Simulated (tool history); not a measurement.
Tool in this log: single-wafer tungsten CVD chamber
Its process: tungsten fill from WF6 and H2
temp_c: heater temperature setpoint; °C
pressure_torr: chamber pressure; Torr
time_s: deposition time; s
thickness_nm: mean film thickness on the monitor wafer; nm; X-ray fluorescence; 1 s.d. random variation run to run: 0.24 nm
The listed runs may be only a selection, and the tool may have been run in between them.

run 1 day=0.000 | temp_c=370 pressure_torr=34.1 time_s=43.2 | thickness_nm=80.242
run 2 day=0.021 | temp_c=373 pressure_torr=34.2 time_s=43.2 | thickness_nm=84.771
run 3 day=0.121 | temp_c=376 pressure_torr=34.3 time_s=43.2 | thickness_nm=89.645
run 4 day=0.496 | temp_c=378 pressure_torr=34.4 time_s=43.2 | thickness_nm=93.114
run 5 day=0.662 | temp_c=380 pressure_torr=34.5 time_s=43.2 | thickness_nm=96.807
run 6 day=0.875 | temp_c=370 pressure_torr=34.5 time_s=43.2 | thickness_nm=80.523

Run 7 comes next. What will it give?
run 7 day=1.029 | temp_c=382 pressure_torr=35.5 time_s=43.3 | thickness_nm=?

thickness_nm: 102.230 nm
